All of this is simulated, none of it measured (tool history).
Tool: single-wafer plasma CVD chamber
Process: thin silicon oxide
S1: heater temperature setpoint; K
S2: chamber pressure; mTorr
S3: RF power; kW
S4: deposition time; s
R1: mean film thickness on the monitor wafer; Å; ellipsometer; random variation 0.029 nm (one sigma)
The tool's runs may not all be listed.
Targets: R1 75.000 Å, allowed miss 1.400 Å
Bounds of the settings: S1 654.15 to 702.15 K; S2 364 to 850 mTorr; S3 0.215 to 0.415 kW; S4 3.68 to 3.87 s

run,hour,S1,S2,S3,S4,R1
1,0.0,678.15,607,0.315,3.87,58.969
2,4.5,678.15,640,0.315,3.87,61.387
3,5.1,678.15,713,0.315,3.87,67.244
4,13.3,678.15,733,0.315,3.87,68.683
5,17.3,678.15,733,0.350,3.87,72.121
6,18.7,678.15,733,0.350,3.68,68.817
7,23.1,678.15,749,0.350,3.68,70.005
8,26.9,678.15,762,0.350,3.68,70.859
9,35.1,678.15,773,0.350,3.68,71.162
10,41.3,678.15,773,0.350,3.68,71.844
11,45.6,678.15,781,0.350,3.68,72.059

5 next moves are on the table. One of them brings every result within its allowed miss. Which?
A,49.9,690.15,850,0.335,3.68,?
B,49.9,698.15,778,0.360,3.68,?
C,49.9,674.15,730,0.350,3.68,?
D,49.9,676.15,776,0.345,3.68,?
E,49.9,678.15,755,0.335,3.68,?

move,R1
A,75.699
B,72.470
C,68.954
D,71.954
E,69.388
A: meets every target
B: nearer than the last run, and not there yet
C: further off than the last run
D: as far off as the last run
E: further off than the last run
Answer: A
